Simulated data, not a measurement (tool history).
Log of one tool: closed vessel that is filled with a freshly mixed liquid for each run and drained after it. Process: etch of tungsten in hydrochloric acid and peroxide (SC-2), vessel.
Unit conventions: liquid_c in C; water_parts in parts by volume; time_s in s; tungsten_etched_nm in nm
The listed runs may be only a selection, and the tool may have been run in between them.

run	hour	liquid_c	water_parts	time_s	tungsten_etched_nm
1	0.0	58.0	8.0	105	23.159
2	7.9	58.0	8.0	110	24.578
3	15.3	59.0	8.0	110	26.473
4	17.7	52.0	8.0	110	16.580
5	22.4	52.0	11.0	110	12.635
6	23.2	52.0	11.0	110	12.798
7	29.0	54.0	11.0	110	14.593
8	34.4	62.0	10.5	110	25.060
9	35.8	63.0	10.5	110	26.905
10	40.0	64.0	10.5	110	28.702
# hour 46.7: new drum of peroxide connected
11	46.7	65.0	10.5	110	31.484
12	52.6	65.5	10.5	110	32.423

Estimate the outcome of run 13 from the log above:
13	55.8	66.0	10.5	110	?

Logged for run 13: tungsten_etched_nm 33.045 nm.

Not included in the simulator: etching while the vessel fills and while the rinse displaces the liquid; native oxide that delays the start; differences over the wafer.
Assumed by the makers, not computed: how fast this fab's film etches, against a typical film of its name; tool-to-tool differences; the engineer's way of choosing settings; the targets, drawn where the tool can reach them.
